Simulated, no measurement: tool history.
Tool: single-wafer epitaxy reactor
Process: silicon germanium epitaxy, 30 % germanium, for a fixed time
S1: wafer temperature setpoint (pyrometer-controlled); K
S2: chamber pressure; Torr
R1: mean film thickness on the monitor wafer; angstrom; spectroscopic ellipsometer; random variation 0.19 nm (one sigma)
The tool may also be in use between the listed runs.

{"run": 1, "hour": 0.0, "S1": 848.15, "S2": 18.3, "R1": 367.62}
{"run": 2, "hour": 4.6, "S1": 848.15, "S2": 16.0, "R1": 352.38}
{"run": 3, "hour": 9.5, "S1": 854.15, "S2": 16.0, "R1": 389.77}
{"run": 4, "hour": 18.1, "S1": 845.15, "S2": 16.0, "R1": 333.78}
{"run": 5, "hour": 26.5, "S1": 851.15, "S2": 16.0, "R1": 368.19}
{"run": 6, "hour": 29.6, "S1": 851.15, "S2": 18.5, "R1": 385.66}
{"run": 7, "hour": 30.5, "S1": 853.15, "S2": 18.5, "R1": 402.28}
{"run": 8, "hour": 36.2, "S1": 854.15, "S2": 18.5, "R1": 407.56}
{"run": 9, "hour": 37.0, "S1": 855.15, "S2": 18.5, "R1": 416.74}
{"run": 10, "hour": 43.8, "S1": 856.15, "S2": 18.5, "R1": 421.61}
{"run": 11, "hour": 44.7, "S1": 857.15, "S2": 18.5, "R1": 430.81}

Forecast run 12:
{"run": 12, "hour": 45.5, "S1": 858.15, "S2": 18.5, "R1": "?"}

Run 12 gave R1 432.41 angstrom.

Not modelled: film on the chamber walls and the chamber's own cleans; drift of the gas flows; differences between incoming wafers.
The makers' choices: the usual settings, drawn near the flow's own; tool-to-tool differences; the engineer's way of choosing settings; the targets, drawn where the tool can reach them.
